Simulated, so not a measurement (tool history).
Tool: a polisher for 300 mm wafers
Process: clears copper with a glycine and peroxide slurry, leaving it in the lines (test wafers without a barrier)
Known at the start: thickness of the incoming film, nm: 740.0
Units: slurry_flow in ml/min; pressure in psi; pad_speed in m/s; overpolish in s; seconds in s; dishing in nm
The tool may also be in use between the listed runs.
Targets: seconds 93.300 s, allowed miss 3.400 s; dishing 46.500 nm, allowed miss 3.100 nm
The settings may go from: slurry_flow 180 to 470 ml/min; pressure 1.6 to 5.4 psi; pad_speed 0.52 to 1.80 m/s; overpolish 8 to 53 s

run 1 day=0.000 | slurry_flow=300 pressure=3.5 pad_speed=1.16 overpolish=27 | seconds=81.699 dishing=58.550
run 2 day=0.025 | slurry_flow=300 pressure=3.4 pad_speed=1.16 overpolish=25 | seconds=83.901 dishing=56.908
run 3 day=0.367 | slurry_flow=300 pressure=3.4 pad_speed=1.16 overpolish=32 | seconds=83.157 dishing=61.903
run 4 day=0.538 | slurry_flow=300 pressure=3.4 pad_speed=0.94 overpolish=32 | seconds=98.468 dishing=61.968
run 5 day=0.700 | slurry_flow=295 pressure=3.4 pad_speed=0.96 overpolish=29 | seconds=99.422 dishing=59.627
run 6 day=0.842 | slurry_flow=295 pressure=3.4 pad_speed=0.98 overpolish=26 | seconds=94.927 dishing=58.270
run 7 day=0.942 | slurry_flow=295 pressure=3.3 pad_speed=1.00 overpolish=24 | seconds=96.822 dishing=56.114
run 8 day=1.146 | slurry_flow=295 pressure=3.3 pad_speed=1.00 overpolish=22 | seconds=97.079 dishing=52.709
run 9 day=1.279 | slurry_flow=295 pressure=3.5 pad_speed=1.02 overpolish=10 | seconds=89.938 dishing=37.609
run 10 day=1.604 | slurry_flow=295 pressure=3.5 pad_speed=1.02 overpolish=11 | seconds=91.880 dishing=39.146
run 11 day=1.662 | slurry_flow=295 pressure=3.5 pad_speed=1.02 overpolish=12 | seconds=90.933 dishing=42.638
run 12 day=1.996 | slurry_flow=295 pressure=3.4 pad_speed=1.00 overpolish=20 | seconds=93.332 dishing=53.111

5 next moves are on the table. One of them brings every result within its allowed miss. Which?
run A day=2.329 | slurry_flow=340 pressure=3.3 pad_speed=1.08 overpolish=25 | seconds=? dishing=?
run B day=2.329 | slurry_flow=315 pressure=3.4 pad_speed=1.00 overpolish=15 | seconds=? dishing=?
run C day=2.329 | slurry_flow=270 pressure=3.2 pad_speed=1.00 overpolish=33 | seconds=? dishing=?
run D day=2.329 | slurry_flow=240 pressure=3.4 pad_speed=1.06 overpolish=27 | seconds=? dishing=?
run E day=2.329 | slurry_flow=225 pressure=3.4 pad_speed=0.98 overpolish=28 | seconds=? dishing=?

move=A seconds=90.433 dishing=56.088
move=B seconds=94.221 dishing=45.588
move=C seconds=100.710 dishing=58.676
move=D seconds=92.636 dishing=57.027
move=E seconds=99.263 dishing=56.869
A: further off than the last run
B: meets every target
C: further off than the last run
D: further off than the last run
E: further off than the last run
Answer: B
